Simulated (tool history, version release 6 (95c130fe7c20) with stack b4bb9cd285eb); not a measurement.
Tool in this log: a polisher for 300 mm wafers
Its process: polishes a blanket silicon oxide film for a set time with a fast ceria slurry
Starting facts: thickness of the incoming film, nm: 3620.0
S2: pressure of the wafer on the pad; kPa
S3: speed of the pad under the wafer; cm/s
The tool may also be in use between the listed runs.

Run 1, hour 0: flow of slurry (ml/min) 245, S2 15.2 kPa, S3 128 cm/s, polishing time (s) 51. Result: film removed (angstrom) 8717.5.
Run 2, hour 5.4: flow of slurry (ml/min) 245, S2 15.2 kPa, S3 144 cm/s, polishing time (s) 51. Result: film removed (angstrom) 9274.4.
Run 3, hour 8.3: flow of slurry (ml/min) 245, S2 13.1 kPa, S3 144 cm/s, polishing time (s) 51. Result: film removed (angstrom) 8566.8.
Run 4, hour 14.2: flow of slurry (ml/min) 245, S2 13.1 kPa, S3 144 cm/s, polishing time (s) 51. Result: film removed (angstrom) 8486.7.
Run 5, hour 22.4: flow of slurry (ml/min) 245, S2 13.8 kPa, S3 144 cm/s, polishing time (s) 51. Result: film removed (angstrom) 8755.6.
Run 6, hour 24.5: flow of slurry (ml/min) 245, S2 14.5 kPa, S3 144 cm/s, polishing time (s) 51. Result: film removed (angstrom) 8973.3.
Run 7, hour 28.5: flow of slurry (ml/min) 245, S2 15.2 kPa, S3 144 cm/s, polishing time (s) 51. Result: film removed (angstrom) 9233.9.
Run 8, hour 35.1: flow of slurry (ml/min) 245, S2 15.9 kPa, S3 144 cm/s, polishing time (s) 51. Result: film removed (angstrom) 9458.1.
Run 9, hour 43.9: flow of slurry (ml/min) 245, S2 16.5 kPa, S3 144 cm/s, polishing time (s) 51. Result: film removed (angstrom) 9793.8.

Run 10, settings as shown, results not yet in. Your forecast:
Run 10, hour 50.9: flow of slurry (ml/min) 250, S2 17.2 kPa, S3 144 cm/s, polishing time (s) 51. Result: film removed (angstrom) ?.

film removed (angstrom): 10177
